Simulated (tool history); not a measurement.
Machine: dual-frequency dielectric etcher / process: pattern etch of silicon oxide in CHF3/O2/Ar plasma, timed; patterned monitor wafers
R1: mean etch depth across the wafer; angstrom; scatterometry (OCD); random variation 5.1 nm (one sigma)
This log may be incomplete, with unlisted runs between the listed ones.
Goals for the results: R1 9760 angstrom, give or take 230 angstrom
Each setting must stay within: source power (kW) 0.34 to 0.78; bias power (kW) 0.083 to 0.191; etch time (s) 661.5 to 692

{"run": 1, "hour": 0.0, "source power (kW)": 0.56, "bias power (kW)": 0.137, "etch time (s)": 661.5, "R1": 12457}
{"run": 2, "hour": 8.2, "source power (kW)": 0.52, "bias power (kW)": 0.13, "etch time (s)": 661.5, "R1": 11836}
{"run": 3, "hour": 16.1, "source power (kW)": 0.49, "bias power (kW)": 0.126, "etch time (s)": 661.5, "R1": 11426}
{"run": 4, "hour": 19.7, "source power (kW)": 0.47, "bias power (kW)": 0.123, "etch time (s)": 661.5, "R1": 11094}
{"run": 5, "hour": 21.7, "source power (kW)": 0.47, "bias power (kW)": 0.114, "etch time (s)": 661.5, "R1": 10799}
{"run": 6, "hour": 24.4, "source power (kW)": 0.55, "bias power (kW)": 0.114, "etch time (s)": 661.5, "R1": 11364}
{"run": 7, "hour": 27.4, "source power (kW)": 0.52, "bias power (kW)": 0.112, "etch time (s)": 661.5, "R1": 11112}
{"run": 8, "hour": 28.7, "source power (kW)": 0.5, "bias power (kW)": 0.111, "etch time (s)": 661.5, "R1": 10754}

Pick the move, out of 5, that brings all results within their allowed miss; only one does.
{"run": "A", "hour": 30.0, "source power (kW)": 0.41, "bias power (kW)": 0.093, "etch time (s)": 681.5, "R1": "?"}
{"run": "B", "hour": 30.0, "source power (kW)": 0.47, "bias power (kW)": 0.116, "etch time (s)": 690.5, "R1": "?"}
{"run": "C", "hour": 30.0, "source power (kW)": 0.65, "bias power (kW)": 0.115, "etch time (s)": 682, "R1": "?"}
{"run": "D", "hour": 30.0, "source power (kW)": 0.52, "bias power (kW)": 0.123, "etch time (s)": 692, "R1": "?"}
{"run": "E", "hour": 30.0, "source power (kW)": 0.5, "bias power (kW)": 0.115, "etch time (s)": 687, "R1": "?"}

move=A R1=9703.3
move=B R1=11333
move=C R1=12517
move=D R1=12060
move=E R1=11480
A: in spec on every target
B: misses by more than the last run did
C: misses by more than the last run did
D: misses by more than the last run did
E: misses by more than the last run did
The move that meets every target is A.
